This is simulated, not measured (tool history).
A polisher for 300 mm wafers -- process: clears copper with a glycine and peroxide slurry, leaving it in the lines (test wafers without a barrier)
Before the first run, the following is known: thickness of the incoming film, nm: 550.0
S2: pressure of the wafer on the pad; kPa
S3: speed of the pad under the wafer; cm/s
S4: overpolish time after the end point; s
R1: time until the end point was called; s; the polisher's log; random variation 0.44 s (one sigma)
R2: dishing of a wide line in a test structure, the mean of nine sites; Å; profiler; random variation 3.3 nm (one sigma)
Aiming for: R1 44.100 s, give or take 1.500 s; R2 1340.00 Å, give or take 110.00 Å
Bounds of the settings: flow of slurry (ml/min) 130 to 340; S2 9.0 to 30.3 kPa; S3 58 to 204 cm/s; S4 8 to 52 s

{"run": 1, "hour": 0.0, "flow of slurry (ml/min)": 220, "S2": 19.3, "S3": 130, "S4": 26, "R1": 76.55, "R2": 905.21}
{"run": 2, "hour": 7.2, "flow of slurry (ml/min)": 220, "S2": 21.4, "S3": 130, "S4": 26, "R1": 68.227, "R2": 963.62}
{"run": 3, "hour": 8.2, "flow of slurry (ml/min)": 220, "S2": 21.4, "S3": 130, "S4": 33, "R1": 68.772, "R2": 1097.2}
{"run": 4, "hour": 14.1, "flow of slurry (ml/min)": 220, "S2": 21.4, "S3": 144, "S4": 33, "R1": 62.348, "R2": 1120.0}
{"run": 5, "hour": 18.3, "flow of slurry (ml/min)": 220, "S2": 21.4, "S3": 144, "S4": 26, "R1": 63.509, "R2": 999.11}
{"run": 6, "hour": 22.7, "flow of slurry (ml/min)": 220, "S2": 22.8, "S3": 144, "S4": 27, "R1": 60.796, "R2": 1074.9}
{"run": 7, "hour": 26.4, "flow of slurry (ml/min)": 220, "S2": 24.1, "S3": 146, "S4": 26, "R1": 56.613, "R2": 1142.5}
{"run": 8, "hour": 28.6, "flow of slurry (ml/min)": 220, "S2": 25.5, "S3": 146, "S4": 25, "R1": 53.511, "R2": 1156.9}
{"run": 9, "hour": 35.3, "flow of slurry (ml/min)": 220, "S2": 26.2, "S3": 146, "S4": 25, "R1": 52.295, "R2": 1082.5}
{"run": 10, "hour": 38.9, "flow of slurry (ml/min)": 220, "S2": 26.9, "S3": 146, "S4": 26, "R1": 51.364, "R2": 1176.0}
{"run": 11, "hour": 40.3, "flow of slurry (ml/min)": 220, "S2": 27.6, "S3": 146, "S4": 26, "R1": 50.891, "R2": 1212.9}
{"run": 12, "hour": 41.8, "flow of slurry (ml/min)": 220, "S2": 28.3, "S3": 148, "S4": 26, "R1": 48.26, "R2": 1162.6}
{"run": 13, "hour": 46.6, "flow of slurry (ml/min)": 220, "S2": 29.0, "S3": 148, "S4": 27, "R1": 47.466, "R2": 1256.2}

Consider the 4 candidate settings below. Which is the only one whose results all fall within their allowed miss of target?
{"run": "A", "hour": 51.4, "flow of slurry (ml/min)": 170, "S2": 30.3, "S3": 158, "S4": 29, "R1": "?", "R2": "?"}
{"run": "B", "hour": 51.4, "flow of slurry (ml/min)": 220, "S2": 29.6, "S3": 158, "S4": 18, "R1": "?", "R2": "?"}
{"run": "C", "hour": 51.4, "flow of slurry (ml/min)": 225, "S2": 30.3, "S3": 142, "S4": 19, "R1": "?", "R2": "?"}
{"run": "D", "hour": 51.4, "flow of slurry (ml/min)": 305, "S2": 29.0, "S3": 126, "S4": 28, "R1": "?", "R2": "?"}

move=A R1=44.333 R2=1309.40
move=B R1=43.513 R2=1060.90
move=C R1=46.601 R2=1058.90
move=D R1=52.060 R2=1210.30
A: hits every target within its allowed miss
B: puts the biggest miss on target and leaves a different result outside tolerance
C: further off than the last run
D: further off than the last run
Move A is the one to make.

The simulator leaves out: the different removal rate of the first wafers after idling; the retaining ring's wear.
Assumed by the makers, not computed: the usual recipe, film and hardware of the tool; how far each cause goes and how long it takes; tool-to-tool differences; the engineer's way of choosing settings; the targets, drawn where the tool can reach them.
